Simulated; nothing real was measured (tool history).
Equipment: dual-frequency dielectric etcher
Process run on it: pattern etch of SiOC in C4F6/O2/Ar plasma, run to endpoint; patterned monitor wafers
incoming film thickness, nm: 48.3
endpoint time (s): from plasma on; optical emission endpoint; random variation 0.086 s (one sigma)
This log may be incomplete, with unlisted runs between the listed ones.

| run | hour | bias power (kW) | source power (kW) | endpoint time (s) |
|---|---|---|---|---|
| 1 | 0 | 0.414 | 0.33 | 18.444 |
| 2 | 8.4 | 0.365 | 0.33 | 19.294 |
| 3 | 15.8 | 0.365 | 0.38 | 18.59 |
| 4 | 18.6 | 0.326 | 0.37 | 19.276 |
| 5 | 21.5 | 0.351 | 0.37 | 19.036 |
| 6 | 30.5 | 0.31 | 0.37 | 19.541 |
| 7 | 33.5 | 0.289 | 0.36 | 19.902 |
| 8 | 36.5 | 0.275 | 0.34 | 20.427 |

For run 9, what comes out?
| 9 | 39.4 | 0.266 | 0.33 | ? |

endpoint time (s): 20.743

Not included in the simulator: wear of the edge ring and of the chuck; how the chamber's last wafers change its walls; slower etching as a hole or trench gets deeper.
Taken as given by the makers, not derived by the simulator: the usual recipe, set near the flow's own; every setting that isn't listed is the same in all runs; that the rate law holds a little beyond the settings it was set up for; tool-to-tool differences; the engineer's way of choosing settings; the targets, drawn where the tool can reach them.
